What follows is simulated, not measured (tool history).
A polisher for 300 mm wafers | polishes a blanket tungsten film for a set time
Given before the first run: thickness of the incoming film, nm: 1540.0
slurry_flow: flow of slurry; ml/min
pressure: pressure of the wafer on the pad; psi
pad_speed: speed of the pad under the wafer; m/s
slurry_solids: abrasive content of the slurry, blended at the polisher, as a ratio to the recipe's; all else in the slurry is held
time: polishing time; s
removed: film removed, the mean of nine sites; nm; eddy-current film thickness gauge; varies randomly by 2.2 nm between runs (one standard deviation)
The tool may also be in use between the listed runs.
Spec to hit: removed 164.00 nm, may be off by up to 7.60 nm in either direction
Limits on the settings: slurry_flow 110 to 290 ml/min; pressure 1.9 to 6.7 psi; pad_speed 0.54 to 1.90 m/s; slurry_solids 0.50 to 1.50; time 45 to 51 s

Run 1, hour 0.0: slurry_flow 185 ml/min, pressure 4.3 psi, pad_speed 1.22 m/s, slurry_solids 1.00, time 51 s. Result: removed 405.29 nm.
Run 2, hour 1.1: slurry_flow 185 ml/min, pressure 3.9 psi, pad_speed 1.14 m/s, slurry_solids 1.00, time 51 s. Result: removed 341.46 nm.
Run 3, hour 4.6: slurry_flow 155 ml/min, pressure 3.9 psi, pad_speed 1.14 m/s, slurry_solids 1.00, time 51 s. Result: removed 332.25 nm.
Run 4, hour 13.1: slurry_flow 125 ml/min, pressure 3.9 psi, pad_speed 1.14 m/s, slurry_solids 1.00, time 51 s. Result: removed 319.19 nm.
Run 5, hour 19.0: slurry_flow 125 ml/min, pressure 3.9 psi, pad_speed 1.14 m/s, slurry_solids 0.80, time 51 s. Result: removed 296.72 nm.
Run 6, hour 21.8: slurry_flow 125 ml/min, pressure 3.6 psi, pad_speed 1.12 m/s, slurry_solids 0.80, time 51 s. Result: removed 275.35 nm.
Run 7, hour 30.8: slurry_flow 125 ml/min, pressure 2.4 psi, pad_speed 0.88 m/s, slurry_solids 0.75, time 50 s. Result: removed 139.33 nm.
Run 8, hour 31.4: slurry_flow 125 ml/min, pressure 2.5 psi, pad_speed 0.88 m/s, slurry_solids 0.75, time 50 s. Result: removed 148.83 nm.
Run 9, hour 36.5: slurry_flow 125 ml/min, pressure 2.6 psi, pad_speed 0.88 m/s, slurry_solids 0.75, time 50 s. Result: removed 154.08 nm.

4 candidate next runs follow, results not yet known. Just one meets every target within its allowed miss. Identify it.
Run A, hour 41.6: slurry_flow 165 ml/min, pressure 2.0 psi, pad_speed 1.20 m/s, slurry_solids 0.75, time 49 s. Result: removed ?.
Run B, hour 41.6: slurry_flow 110 ml/min, pressure 2.2 psi, pad_speed 0.94 m/s, slurry_solids 0.75, time 51 s. Result: removed ?.
Run C, hour 41.6: slurry_flow 200 ml/min, pressure 2.2 psi, pad_speed 1.08 m/s, slurry_solids 0.75, time 45 s. Result: removed ?.
Run D, hour 41.6: slurry_flow 115 ml/min, pressure 2.6 psi, pad_speed 0.84 m/s, slurry_solids 0.80, time 46 s. Result: removed ?.

move  removed
   A   163.80
   B   138.47
   C   152.23
   D   135.04
A: meets every target
B: lands further from the targets than the last run did
C: lands further from the targets than the last run did
D: lands further from the targets than the last run did
So the answer is move A, the one that meets all the targets.
